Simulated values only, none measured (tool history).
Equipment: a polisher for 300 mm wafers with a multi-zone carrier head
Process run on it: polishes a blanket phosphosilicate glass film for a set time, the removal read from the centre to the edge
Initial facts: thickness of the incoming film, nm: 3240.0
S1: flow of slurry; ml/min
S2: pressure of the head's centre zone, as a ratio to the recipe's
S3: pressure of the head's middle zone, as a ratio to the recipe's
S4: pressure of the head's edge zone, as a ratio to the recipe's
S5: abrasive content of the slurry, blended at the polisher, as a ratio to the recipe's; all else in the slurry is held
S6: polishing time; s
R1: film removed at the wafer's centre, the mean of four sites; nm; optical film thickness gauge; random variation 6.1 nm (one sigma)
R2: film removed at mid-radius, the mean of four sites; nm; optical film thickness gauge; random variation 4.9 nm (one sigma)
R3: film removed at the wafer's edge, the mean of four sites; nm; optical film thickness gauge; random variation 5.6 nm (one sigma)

| run | hour | S1 | S2 | S3 | S4 | S5 | S6 | R1 | R2 | R3 |
|---|---|---|---|---|---|---|---|---|---|---|
| 1 | 0 | 310 | 1 | 1 | 1 | 1 | 53 | 348.11 | 349.84 | 361.42 |
| 2 | 2.2 | 305 | 0.99 | 0.99 | 1.04 | 1.15 | 55 | 394.86 | 378.81 | 410.05 |
| 3 | 10.4 | 305 | 0.93 | 0.99 | 1.04 | 1.15 | 55 | 376.45 | 382.67 | 413.55 |
| 4 | 12.4 | 305 | 0.93 | 0.99 | 1.04 | 1.15 | 64 | 435.8 | 446.57 | 476.69 |
| 5 | 18.3 | 310 | 0.92 | 1 | 1.08 | 1.2 | 64 | 435.98 | 454.28 | 491.33 |
| 6 | 24.1 | 310 | 0.91 | 1 | 1.1 | 1.25 | 64 | 452.8 | 457.4 | 509.31 |
| 7 | 25.7 | 310 | 0.9 | 1.01 | 1.12 | 1.3 | 64 | 446.88 | 469.25 | 514.75 |
| 8 | 34.6 | 310 | 0.9 | 1.01 | 1.13 | 1.35 | 64 | 451.57 | 483.32 | 529.64 |
| 9 | 40.8 | 310 | 0.9 | 1 | 1.14 | 1.35 | 64 | 458.66 | 477.09 | 529.12 |
| 10 | 46.3 | 310 | 0.9 | 1 | 1.15 | 1.35 | 64 | 448.1 | 485.3 | 528.16 |

Estimate the outcome of run 11 from the log above:
| 11 | 47.8 | 320 | 0.93 | 0.96 | 1.19 | 1.4 | 64 | ? | ? | ? |

R1: 482.14 nm
R2: 471.67 nm
R3: 548.71 nm
